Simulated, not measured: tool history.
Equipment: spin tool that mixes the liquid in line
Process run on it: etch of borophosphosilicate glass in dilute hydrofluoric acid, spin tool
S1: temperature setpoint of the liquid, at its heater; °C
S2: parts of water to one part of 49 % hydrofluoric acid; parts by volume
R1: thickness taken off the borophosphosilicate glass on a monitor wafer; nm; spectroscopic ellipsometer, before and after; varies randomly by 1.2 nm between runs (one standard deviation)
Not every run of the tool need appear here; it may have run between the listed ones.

{"run": 1, "hour": 0.0, "S1": 24.0, "S2": 195, "time under the liquid (s)": 190, "R1": 61.439}
{"run": 2, "hour": 1.6, "S1": 24.0, "S2": 240, "time under the liquid (s)": 190, "R1": 47.911}
{"run": 3, "hour": 2.8, "S1": 24.0, "S2": 275, "time under the liquid (s)": 190, "R1": 40.028}
{"run": 4, "hour": 4.5, "S1": 24.0, "S2": 325, "time under the liquid (s)": 190, "R1": 32.047}
{"run": 5, "hour": 7.1, "S1": 21.0, "S2": 325, "time under the liquid (s)": 190, "R1": 29.353}
{"run": 6, "hour": 13.4, "S1": 21.0, "S2": 325, "time under the liquid (s)": 190, "R1": 29.191}
{"run": 7, "hour": 14.1, "S1": 22.0, "S2": 295, "time under the liquid (s)": 190, "R1": 33.927}
{"run": 8, "hour": 20.8, "S1": 23.0, "S2": 270, "time under the liquid (s)": 190, "R1": 39.69}
{"run": 9, "hour": 23.8, "S1": 24.0, "S2": 245, "time under the liquid (s)": 190, "R1": 46.245}
{"hour": 32.2, "done": "hydrofluoric acid flow meter replaced"}
{"run": 10, "hour": 32.2, "S1": 25.0, "S2": 220, "time under the liquid (s)": 190, "R1": 49.506}
{"run": 11, "hour": 40.7, "S1": 24.5, "S2": 195, "time under the liquid (s)": 190, "R1": 55.878}
{"run": 12, "hour": 47.9, "S1": 25.5, "S2": 175, "time under the liquid (s)": 190, "R1": 65.434}
{"run": 13, "hour": 55.0, "S1": 25.5, "S2": 155, "time under the liquid (s)": 190, "R1": 76.936}
{"run": 14, "hour": 63.7, "S1": 25.5, "S2": 145, "time under the liquid (s)": 190, "R1": 83.171}
{"run": 15, "hour": 66.2, "S1": 25.5, "S2": 135, "time under the liquid (s)": 190, "R1": 89.513}
{"run": 16, "hour": 70.5, "S1": 25.5, "S2": 125, "time under the liquid (s)": 190, "R1": 98.833}

For run 17, what comes out?
{"run": 17, "hour": 77.0, "S1": 25.0, "S2": 120, "time under the liquid (s)": 190, "R1": "?"}

Logged for run 17: R1 101.860 nm.
